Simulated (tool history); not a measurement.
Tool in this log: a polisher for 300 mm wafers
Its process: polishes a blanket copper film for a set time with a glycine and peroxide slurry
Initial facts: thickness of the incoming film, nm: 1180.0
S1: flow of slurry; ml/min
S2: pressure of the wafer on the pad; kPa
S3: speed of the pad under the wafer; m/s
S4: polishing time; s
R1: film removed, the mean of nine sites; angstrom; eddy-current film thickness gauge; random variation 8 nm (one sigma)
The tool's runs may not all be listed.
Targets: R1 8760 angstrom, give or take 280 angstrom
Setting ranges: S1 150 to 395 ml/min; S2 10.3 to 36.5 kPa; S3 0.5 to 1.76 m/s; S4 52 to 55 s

run	hour	S1	S2	S3	S4	R1
1	0	250	23.4	1.12	52	4174.5
2	3.4	250	23.4	1.12	52	4288.8
3	6.7	250	23.4	1.12	55	4506.6
4	14.5	250	25.5	1.16	55	4991.6
5	20.5	250	25.5	1.06	55	4581.3
# hour 27.3: worn pad replaced by a new one
6	27.3	255	27.6	1.12	55	5498.8
7	36.1	265	29	1.12	55	5755.9
8	39.7	270	30.3	1.14	55	6091.3
9	47.6	270	31.7	1.16	55	6468.8
10	52.8	275	32.4	1.18	55	6791.1
11	60.5	290	36.5	1.32	55	8314.1

Below are 4 possible settings for the next run. Only one of them brings all results inside the allowed miss of their targets. Which is it?
A	68.2	305	33.1	1.42	53	?
B	68.2	285	36.5	1.3	53	?
C	68.2	275	35.9	1.26	53	?
D	68.2	300	36.5	1.36	55	?

move	R1
A	8005.2
B	8032.3
C	7641.4
D	8733.3
A: further off than the last run
B: further off than the last run
C: further off than the last run
D: all results in spec
So the answer is move D, the one that meets all the targets.

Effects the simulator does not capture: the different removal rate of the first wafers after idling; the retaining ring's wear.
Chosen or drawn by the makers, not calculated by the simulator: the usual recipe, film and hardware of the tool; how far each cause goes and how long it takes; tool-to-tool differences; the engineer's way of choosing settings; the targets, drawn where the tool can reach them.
